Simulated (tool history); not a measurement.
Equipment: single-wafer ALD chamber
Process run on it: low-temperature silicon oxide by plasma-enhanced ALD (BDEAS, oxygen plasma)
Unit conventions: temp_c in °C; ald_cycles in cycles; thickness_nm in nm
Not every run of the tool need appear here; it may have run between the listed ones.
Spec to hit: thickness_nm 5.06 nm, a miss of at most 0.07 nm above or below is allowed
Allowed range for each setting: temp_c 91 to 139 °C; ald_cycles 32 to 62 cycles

run	hour	temp_c	ald_cycles	thickness_nm
1	0	115	47	6.7068
2	6.5	118	44	6.279
3	8.8	123	44	6.2091
4	14.2	125	42	5.8763
5	21.4	125	45	6.3345
6	22.6	126	42	5.9054
7	31.5	127	40	5.6007
8	32.1	128	39	5.4654
9	33	129	38	5.2981
10	34	130	38	5.2808
11	41.4	131	38	5.2834
12	44.8	132	38	5.3034
13	52.5	132	37	5.1449

Which one of the following 5 next-run settings gets every result inside its allowed miss? There is exactly one.
A	60.2	132	38	?
B	60.2	125	36	?
C	60.2	139	38	?
D	60.2	130	35	?
E	60.2	134	38	?

move	thickness_nm
A	5.261
B	5.0499
C	5.1916
D	4.8639
E	5.2412
A: misses by more than the last run did
B: all results land within tolerance of their targets
C: misses by more than the last run did
D: the result that was furthest off in the last run now lies on the other side of its target
E: misses by more than the last run did
B is the move that brings every result within its allowed miss.
